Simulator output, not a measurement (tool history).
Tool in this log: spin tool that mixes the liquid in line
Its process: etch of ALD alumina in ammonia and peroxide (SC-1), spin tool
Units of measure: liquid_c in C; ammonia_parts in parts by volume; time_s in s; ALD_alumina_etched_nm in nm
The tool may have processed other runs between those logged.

Run 1, hour 0: liquid_c 60 C, ammonia_parts 0.4 parts by volume, time_s 260 s. Result: ALD_alumina_etched_nm 23.978 nm.
Run 2, hour 9.1: liquid_c 60 C, ammonia_parts 0.3 parts by volume, time_s 260 s. Result: ALD_alumina_etched_nm 23.258 nm.
Run 3, hour 12.4: liquid_c 62.5 C, ammonia_parts 0.3 parts by volume, time_s 260 s. Result: ALD_alumina_etched_nm 27.181 nm.
Run 4, hour 15.4: liquid_c 62.5 C, ammonia_parts 0.35 parts by volume, time_s 260 s. Result: ALD_alumina_etched_nm 27.324 nm.
Run 5, hour 18.6: liquid_c 60.5 C, ammonia_parts 0.35 parts by volume, time_s 260 s. Result: ALD_alumina_etched_nm 24.5 nm.
Run 6, hour 25.1: liquid_c 59 C, ammonia_parts 0.35 parts by volume, time_s 260 s. Result: ALD_alumina_etched_nm 22.697 nm.

Run 7 has not been measured yet. What should we expect?
Run 7, hour 26.2: liquid_c 58 C, ammonia_parts 0.35 parts by volume, time_s 260 s. Result: ALD_alumina_etched_nm ?.

{"run 7": {"ALD_alumina_etched_nm": 21.461}}

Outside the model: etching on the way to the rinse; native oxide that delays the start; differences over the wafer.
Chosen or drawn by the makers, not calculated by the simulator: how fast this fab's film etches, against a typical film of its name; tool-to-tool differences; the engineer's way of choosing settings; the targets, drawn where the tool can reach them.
